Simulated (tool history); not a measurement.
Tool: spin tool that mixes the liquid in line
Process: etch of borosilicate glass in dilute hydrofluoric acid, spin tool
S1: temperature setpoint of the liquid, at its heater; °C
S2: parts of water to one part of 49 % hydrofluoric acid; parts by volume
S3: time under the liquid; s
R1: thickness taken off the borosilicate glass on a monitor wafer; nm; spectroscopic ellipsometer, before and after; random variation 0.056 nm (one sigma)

{"run": 1, "hour": 0.0, "S1": 26, "S2": 55, "S3": 15, "R1": 7.3342}
{"run": 2, "hour": 0.9, "S1": 27.5, "S2": 55, "S3": 15, "R1": 7.7759}
{"run": 3, "hour": 9.8, "S1": 29, "S2": 55, "S3": 15, "R1": 8.2345}
{"run": 4, "hour": 11.8, "S1": 29, "S2": 70, "S3": 15, "R1": 6.3646}
{"run": 5, "hour": 12.9, "S1": 29, "S2": 50, "S3": 15, "R1": 9.1325}
{"run": 6, "hour": 17.1, "S1": 30, "S2": 50, "S3": 15, "R1": 9.549}
{"hour": 19.4, "done": "hydrofluoric acid flow meter replaced"}
{"run": 7, "hour": 19.4, "S1": 31, "S2": 50, "S3": 15, "R1": 8.8349}
{"run": 8, "hour": 25.2, "S1": 31.5, "S2": 45, "S3": 15, "R1": 10.074}
{"run": 9, "hour": 28.5, "S1": 32, "S2": 45, "S3": 15, "R1": 10.343}

The next listed run, before its measurement:
{"run": 10, "hour": 30.1, "S1": 32.5, "S2": 45, "S3": 15, "R1": "?"}

Run 10 gave R1 10.48 nm.

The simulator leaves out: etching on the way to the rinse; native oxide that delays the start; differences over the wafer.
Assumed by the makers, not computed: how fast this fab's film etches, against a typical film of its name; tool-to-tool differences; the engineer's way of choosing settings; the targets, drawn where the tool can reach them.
